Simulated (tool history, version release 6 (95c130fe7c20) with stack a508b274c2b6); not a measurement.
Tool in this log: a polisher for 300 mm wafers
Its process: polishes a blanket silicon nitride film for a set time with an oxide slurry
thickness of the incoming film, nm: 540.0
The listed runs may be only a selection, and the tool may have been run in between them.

run,hour,flow of slurry (ml/min),pressure of the wafer on the pad (psi),speed of the pad under the wafer (m/s),abrasive content of the slurry,polishing time (s),film removed (angstrom)
1,0.0,240,4.5,0.98,1.0,30,227.91
2,2.3,240,4.5,0.98,1.0,30,230.24
3,10.0,240,3.6,0.98,1.0,30,188.50
4,12.5,240,3.6,0.86,1.0,30,167.33
5,20.5,240,3.5,0.86,1.0,30,165.19
6,29.0,240,3.5,0.86,1.0,30,163.31

The next listed run, before its measurement:
7,32.5,240,3.4,0.86,1.0,30,?

{"run 7": {"film removed (angstrom)": 159.63}}
